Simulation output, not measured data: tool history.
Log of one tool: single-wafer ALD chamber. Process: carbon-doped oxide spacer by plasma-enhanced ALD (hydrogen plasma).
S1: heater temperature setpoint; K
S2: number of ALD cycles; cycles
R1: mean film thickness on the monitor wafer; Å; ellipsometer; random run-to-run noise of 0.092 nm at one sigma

Run 1, hour 0: S1 693.15 K, S2 518 cycles. Result: R1 224.77 Å.
Run 2, hour 5.4: S1 693.15 K, S2 475 cycles. Result: R1 206.1 Å.
Run 3, hour 7.1: S1 695.15 K, S2 470 cycles. Result: R1 201.77 Å.
Run 4, hour 8.7: S1 695.15 K, S2 525 cycles. Result: R1 227.17 Å.
Run 5, hour 10.1: S1 695.15 K, S2 486 cycles. Result: R1 207.2 Å.
Run 6, hour 12.3: S1 697.15 K, S2 483 cycles. Result: R1 206.73 Å.

Forecast run 7:
Run 7, hour 12.9: S1 698.15 K, S2 477 cycles. Result: R1 ?.

R1: 203.45 Å

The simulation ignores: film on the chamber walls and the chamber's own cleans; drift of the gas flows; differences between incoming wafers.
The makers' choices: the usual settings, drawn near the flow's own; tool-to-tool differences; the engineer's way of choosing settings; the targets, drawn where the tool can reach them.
